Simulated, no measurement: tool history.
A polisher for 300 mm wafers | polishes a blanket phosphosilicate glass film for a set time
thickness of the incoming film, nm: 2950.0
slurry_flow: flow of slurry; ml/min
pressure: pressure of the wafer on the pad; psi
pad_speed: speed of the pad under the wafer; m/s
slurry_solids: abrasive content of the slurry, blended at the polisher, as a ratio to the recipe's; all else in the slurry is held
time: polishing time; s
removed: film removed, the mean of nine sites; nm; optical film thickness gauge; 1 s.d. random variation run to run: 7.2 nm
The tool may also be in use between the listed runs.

run  hour  slurry_flow  pressure  pad_speed  slurry_solids  time  removed
  1   0.0          155       3.3       0.90            1.0   103   995.48
  2   1.8          190       3.3       0.90            1.0   103   997.10
  3   8.0          190       3.0       0.90            1.0   103   921.14
  4  13.0          190       3.0       0.90            1.2   103  1012.50
  5  16.5          190       3.0       0.76            1.2   103   881.91
  6  18.4          190       2.6       0.76            1.2   103   767.46
  7  19.8          190       2.7       0.76            1.2   103   799.78
  8  25.7          190       2.8       0.76            1.2   103   822.24

Estimate the outcome of run 9 from the log above:
  9  33.2          190       2.9       0.76            1.2   103        ?

removed: 865.02 nm

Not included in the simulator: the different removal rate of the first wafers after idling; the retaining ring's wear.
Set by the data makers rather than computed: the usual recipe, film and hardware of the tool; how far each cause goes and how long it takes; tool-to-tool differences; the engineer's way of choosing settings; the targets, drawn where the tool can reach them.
